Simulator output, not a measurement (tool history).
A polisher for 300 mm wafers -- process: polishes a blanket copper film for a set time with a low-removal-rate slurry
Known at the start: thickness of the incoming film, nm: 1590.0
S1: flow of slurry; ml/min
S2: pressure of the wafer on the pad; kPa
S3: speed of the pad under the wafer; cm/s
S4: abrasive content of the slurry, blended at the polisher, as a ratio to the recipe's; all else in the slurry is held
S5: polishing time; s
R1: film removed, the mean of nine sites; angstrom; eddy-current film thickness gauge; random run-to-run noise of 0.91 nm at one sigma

run 1 hour=0 | S1=235 S2=20 S3=122 S4=1 S5=27 | R1=1065.3
run 2 hour=3.5 | S1=235 S2=18.6 S3=122 S4=1 S5=27 | R1=993.39
run 3 hour=8.3 | S1=235 S2=18.6 S3=122 S4=1.15 S5=27 | R1=1016.6
run 4 hour=13.2 | S1=235 S2=18.6 S3=122 S4=1.25 S5=27 | R1=1041.4
run 5 hour=21.5 | S1=235 S2=17.2 S3=122 S4=1.25 S5=27 | R1=990.33
run 6 hour=26.1 | S1=235 S2=17.2 S3=122 S4=1.35 S5=27 | R1=992.24

Run 7 has not been measured yet. What should we expect?
run 7 hour=27.4 | S1=235 S2=16.5 S3=122 S4=1.35 S5=27 | R1=?

Run 7 measured R1 962.94 angstrom.
